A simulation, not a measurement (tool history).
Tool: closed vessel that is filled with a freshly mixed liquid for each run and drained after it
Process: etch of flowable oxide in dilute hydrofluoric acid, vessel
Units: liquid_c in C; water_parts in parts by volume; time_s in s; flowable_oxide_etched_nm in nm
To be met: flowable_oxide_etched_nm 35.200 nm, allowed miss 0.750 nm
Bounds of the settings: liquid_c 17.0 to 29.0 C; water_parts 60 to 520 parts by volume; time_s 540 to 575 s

run  hour  liquid_c  water_parts  time_s  flowable_oxide_etched_nm
  1   0.0      21.0          290     540                    30.279
  2   5.4      22.0          290     540                    31.643
  3   8.3      22.0          220     540                    44.513
  4  11.8      22.0          285     540                    32.552
  5  16.1      22.0          285     575                    34.630
  6  18.4      22.0          240     575                    42.600
  7  23.6      20.5          240     575                    40.549
  8  27.1      17.0          250     575                    33.969
  9  34.8      17.5          250     575                    34.299

4 next moves are on the table. One of them brings every result within its allowed miss. Which?
  A  42.5      17.0          240     575                         ?
  B  42.5      17.5          260     575                         ?
  C  42.5      17.5          255     575                         ?
  D  42.5      18.5          255     555                         ?

move  flowable_oxide_etched_nm
   A                    35.101
   B                    32.461
   C                    33.242
   D                    33.339
A: meets every target
B: further off than the last run
C: further off than the last run
D: further off than the last run
Move A is the one to make.

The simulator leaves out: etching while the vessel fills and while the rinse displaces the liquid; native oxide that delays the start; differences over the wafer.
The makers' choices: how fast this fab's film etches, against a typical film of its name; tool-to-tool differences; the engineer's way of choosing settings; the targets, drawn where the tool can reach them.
